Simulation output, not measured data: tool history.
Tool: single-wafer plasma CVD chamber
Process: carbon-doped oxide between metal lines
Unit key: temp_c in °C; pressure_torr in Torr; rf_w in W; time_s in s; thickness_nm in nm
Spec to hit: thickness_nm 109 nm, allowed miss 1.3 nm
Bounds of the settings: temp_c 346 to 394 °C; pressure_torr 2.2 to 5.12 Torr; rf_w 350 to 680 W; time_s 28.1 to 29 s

Run 1, hour 0: temp_c 370 °C, pressure_torr 3.66 Torr, rf_w 515 W, time_s 28.1 s. Result: thickness_nm 133.99 nm.
Run 2, hour 1.4: temp_c 370 °C, pressure_torr 3.66 Torr, rf_w 515 W, time_s 28.1 s. Result: thickness_nm 133.65 nm.
Run 3, hour 8.5: temp_c 370 °C, pressure_torr 4.17 Torr, rf_w 515 W, time_s 28.1 s. Result: thickness_nm 135.35 nm.
Run 4, hour 16.6: temp_c 370 °C, pressure_torr 4.17 Torr, rf_w 515 W, time_s 29 s. Result: thickness_nm 140.41 nm.
Run 5, hour 22.5: temp_c 370 °C, pressure_torr 3.51 Torr, rf_w 515 W, time_s 29 s. Result: thickness_nm 136.57 nm.
Run 6, hour 25.2: temp_c 374 °C, pressure_torr 3.13 Torr, rf_w 480 W, time_s 29 s. Result: thickness_nm 127.15 nm.
Run 7, hour 32.8: temp_c 378 °C, pressure_torr 2.86 Torr, rf_w 465 W, time_s 29 s. Result: thickness_nm 121.48 nm.
Run 8, hour 34.8: temp_c 382 °C, pressure_torr 2.66 Torr, rf_w 455 W, time_s 29 s. Result: thickness_nm 117.64 nm.
Run 9, hour 36.9: temp_c 385 °C, pressure_torr 2.52 Torr, rf_w 450 W, time_s 29 s. Result: thickness_nm 116.03 nm.

4 next moves are on the table. One of them brings every result within its allowed miss. Which?
Run A, hour 39: temp_c 384 °C, pressure_torr 2.69 Torr, rf_w 445 W, time_s 28.2 s. Result: thickness_nm ?.
Run B, hour 39: temp_c 373 °C, pressure_torr 2.5 Torr, rf_w 425 W, time_s 28.2 s. Result: thickness_nm ?.
Run C, hour 39: temp_c 385 °C, pressure_torr 2.5 Torr, rf_w 430 W, time_s 28.1 s. Result: thickness_nm ?.
Run D, hour 39: temp_c 391 °C, pressure_torr 2.45 Torr, rf_w 455 W, time_s 28.2 s. Result: thickness_nm ?.

move  thickness_nm
   A        111.79
   B        108.67
   C        107.13
   D        112.28
A: nearer than the last run, and not there yet
B: all results in spec
C: moves the result that the last run missed by most past its target, out the other side
D: nearer than the last run, and not there yet
Move B is the one to make.
